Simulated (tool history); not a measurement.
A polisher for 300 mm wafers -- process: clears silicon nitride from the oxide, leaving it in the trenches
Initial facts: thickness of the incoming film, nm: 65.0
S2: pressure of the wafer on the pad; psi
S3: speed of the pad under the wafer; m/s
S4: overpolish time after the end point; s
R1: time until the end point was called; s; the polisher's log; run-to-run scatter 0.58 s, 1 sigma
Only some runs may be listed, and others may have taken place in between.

Run 1, hour 0.0: flow of slurry (ml/min) 155, S2 2.2 psi, S3 1.00 m/s, S4 7 s. Result: R1 110.420 s.
Run 2, hour 7.0: flow of slurry (ml/min) 160, S2 2.4 psi, S3 1.00 m/s, S4 7 s. Result: R1 98.425 s.
Run 3, hour 9.8: flow of slurry (ml/min) 160, S2 2.4 psi, S3 1.22 m/s, S4 7 s. Result: R1 85.767 s.
Run 4, hour 16.8: flow of slurry (ml/min) 165, S2 2.5 psi, S3 1.22 m/s, S4 7 s. Result: R1 80.789 s.
Run 5, hour 23.0: flow of slurry (ml/min) 165, S2 2.5 psi, S3 1.36 m/s, S4 7 s. Result: R1 74.174 s.
Run 6, hour 30.3: flow of slurry (ml/min) 170, S2 2.6 psi, S3 1.36 m/s, S4 7 s. Result: R1 70.813 s.
Run 7, hour 32.8: flow of slurry (ml/min) 170, S2 2.7 psi, S3 1.36 m/s, S4 7 s. Result: R1 68.716 s.

Estimate the outcome of run 8 from the log above:
Run 8, hour 34.4: flow of slurry (ml/min) 175, S2 2.8 psi, S3 1.36 m/s, S4 7 s. Result: R1 ?.

R1: 65.583 s

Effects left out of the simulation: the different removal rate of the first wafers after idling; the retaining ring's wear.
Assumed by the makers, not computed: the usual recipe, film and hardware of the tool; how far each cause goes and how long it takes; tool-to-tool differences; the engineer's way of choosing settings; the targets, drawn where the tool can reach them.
